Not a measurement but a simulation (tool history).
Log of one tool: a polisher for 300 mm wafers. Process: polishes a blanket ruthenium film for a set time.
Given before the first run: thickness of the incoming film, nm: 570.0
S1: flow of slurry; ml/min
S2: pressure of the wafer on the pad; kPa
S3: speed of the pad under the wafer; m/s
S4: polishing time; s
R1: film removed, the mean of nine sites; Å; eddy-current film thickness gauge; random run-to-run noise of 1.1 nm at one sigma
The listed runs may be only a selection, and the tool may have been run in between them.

run  hour   S1    S2    S3  S4      R1
  1   0.0  145  17.9  1.02  64  1011.6
  2   3.1  160  20.0  1.02  64  1148.4
  3   4.5  170  22.1  1.02  64  1280.0
  4   7.8  175  23.4  1.02  64  1370.3
  5  12.9  175  23.4  1.02  64  1363.9
  6  16.5  175  19.3  1.02  64  1124.7

Predict the results of run 7:
  7  22.0  180  21.4  1.02  64   ?

{"run 7": {"R1": 1259.1}}
